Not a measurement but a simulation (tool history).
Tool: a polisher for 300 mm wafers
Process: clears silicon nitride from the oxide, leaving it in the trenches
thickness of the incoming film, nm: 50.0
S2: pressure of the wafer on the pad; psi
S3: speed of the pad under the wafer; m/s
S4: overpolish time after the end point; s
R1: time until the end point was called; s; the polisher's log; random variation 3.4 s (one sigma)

{"run": 1, "hour": 0.0, "flow of slurry (ml/min)": 145, "S2": 2, "S3": 0.8, "S4": 24, "R1": 121.79}
{"run": 2, "hour": 7.6, "flow of slurry (ml/min)": 145, "S2": 1.5, "S3": 0.8, "S4": 24, "R1": 158.98}
{"run": 3, "hour": 14.6, "flow of slurry (ml/min)": 145, "S2": 1.5, "S3": 0.96, "S4": 24, "R1": 132.46}
{"run": 4, "hour": 19.3, "flow of slurry (ml/min)": 140, "S2": 1.3, "S3": 0.82, "S4": 24, "R1": 179.81}
{"run": 5, "hour": 23.0, "flow of slurry (ml/min)": 140, "S2": 1.3, "S3": 0.82, "S4": 24, "R1": 180.06}
{"run": 6, "hour": 31.7, "flow of slurry (ml/min)": 130, "S2": 1.2, "S3": 0.76, "S4": 24, "R1": 210.66}
{"run": 7, "hour": 35.8, "flow of slurry (ml/min)": 120, "S2": 1.1, "S3": 0.72, "S4": 24, "R1": 245.84}
{"run": 8, "hour": 41.2, "flow of slurry (ml/min)": 110, "S2": 1, "S3": 0.7, "S4": 24, "R1": 279.82}
{"run": 9, "hour": 46.4, "flow of slurry (ml/min)": 105, "S2": 1, "S3": 0.7, "S4": 24, "R1": 287.06}

Run 10 comes next. What will it give?
{"run": 10, "hour": 51.6, "flow of slurry (ml/min)": 100, "S2": 1, "S3": 0.7, "S4": 24, "R1": "?"}

{"run 10": {"R1": 285.77}}
